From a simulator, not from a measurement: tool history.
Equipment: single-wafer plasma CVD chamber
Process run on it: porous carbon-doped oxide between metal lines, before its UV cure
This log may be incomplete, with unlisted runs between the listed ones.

run  hour  heater temperature setpoint (K)  RF power (W)  deposition time (s)  mean film thickness on the monitor wafer (angstrom)
  1   0.0                           548.15           375                 13.2                                               608.41
  2   6.8                           552.15           375                 13.2                                               596.89
  3  10.0                           552.15           375                 13.2                                               595.71
  4  17.4                           555.15           370                 13.2                                               576.13
  5  23.9                           558.15           370                 13.2                                               564.51
  6  28.8                           552.15           370                 13.2                                               588.05
  7  35.0                           555.15           370                 13.2                                               574.43
  8  36.1                           557.15           370                 13.2                                               569.14
  9  44.2                           559.15           370                 13.2                                               560.01
 10  46.8                           561.15           370                 13.2                                               553.58
 11  53.3                           563.15           370                 13.2                                               547.80
 12  62.0                           564.15           370                 13.2                                               541.98
 13  65.8                           565.15           370                 13.2                                               540.00
 14  69.6                           566.15           370                 13.2                                               535.03

Run 15, settings as shown, results not yet in. Your forecast:
 15  77.8                           567.15           370                 13.2                                                    ?

{"run 15": {"mean film thickness on the monitor wafer (angstrom)": 532.14}}
